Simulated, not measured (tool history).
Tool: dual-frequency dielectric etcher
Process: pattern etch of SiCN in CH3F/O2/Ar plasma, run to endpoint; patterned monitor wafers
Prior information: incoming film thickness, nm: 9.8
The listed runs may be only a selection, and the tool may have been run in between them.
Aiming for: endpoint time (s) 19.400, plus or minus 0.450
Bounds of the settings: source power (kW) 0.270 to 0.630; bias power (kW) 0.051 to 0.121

{"run": 1, "hour": 0.0, "source power (kW)": 0.45, "bias power (kW)": 0.086, "endpoint time (s)": 22.793}
{"run": 2, "hour": 5.0, "source power (kW)": 0.47, "bias power (kW)": 0.088, "endpoint time (s)": 22.281}
{"run": 3, "hour": 11.7, "source power (kW)": 0.49, "bias power (kW)": 0.09, "endpoint time (s)": 21.659}
{"run": 4, "hour": 19.2, "source power (kW)": 0.51, "bias power (kW)": 0.091, "endpoint time (s)": 21.175}
{"run": 5, "hour": 19.7, "source power (kW)": 0.54, "bias power (kW)": 0.091, "endpoint time (s)": 20.667}
{"run": 6, "hour": 26.6, "source power (kW)": 0.54, "bias power (kW)": 0.081, "endpoint time (s)": 22.099}
{"run": 7, "hour": 33.1, "source power (kW)": 0.55, "bias power (kW)": 0.083, "endpoint time (s)": 21.583}
{"run": 8, "hour": 41.2, "source power (kW)": 0.56, "bias power (kW)": 0.085, "endpoint time (s)": 21.195}
{"run": 9, "hour": 46.1, "source power (kW)": 0.57, "bias power (kW)": 0.086, "endpoint time (s)": 20.792}
{"run": 10, "hour": 53.3, "source power (kW)": 0.58, "bias power (kW)": 0.087, "endpoint time (s)": 20.67}
{"run": 11, "hour": 61.6, "source power (kW)": 0.59, "bias power (kW)": 0.088, "endpoint time (s)": 20.29}
{"run": 12, "hour": 64.3, "source power (kW)": 0.6, "bias power (kW)": 0.089, "endpoint time (s)": 20.068}

Of the 4 settings listed for the next run, only one would bring every result within its allowed miss of target. Which one?
{"run": "A", "hour": 67.0, "source power (kW)": 0.54, "bias power (kW)": 0.089, "endpoint time (s)": "?"}
{"run": "B", "hour": 67.0, "source power (kW)": 0.59, "bias power (kW)": 0.086, "endpoint time (s)": "?"}
{"run": "C", "hour": 67.0, "source power (kW)": 0.59, "bias power (kW)": 0.096, "endpoint time (s)": "?"}
{"run": "D", "hour": 67.0, "source power (kW)": 0.6, "bias power (kW)": 0.085, "endpoint time (s)": "?"}

move=A endpoint_time_(s)=20.924
move=B endpoint_time_(s)=20.587
move=C endpoint_time_(s)=19.353
move=D endpoint_time_(s)=20.585
A: moves away from the targets compared with the last run
B: moves away from the targets compared with the last run
C: all results land within tolerance of their targets
D: moves away from the targets compared with the last run
Go with C: it meets all targets.
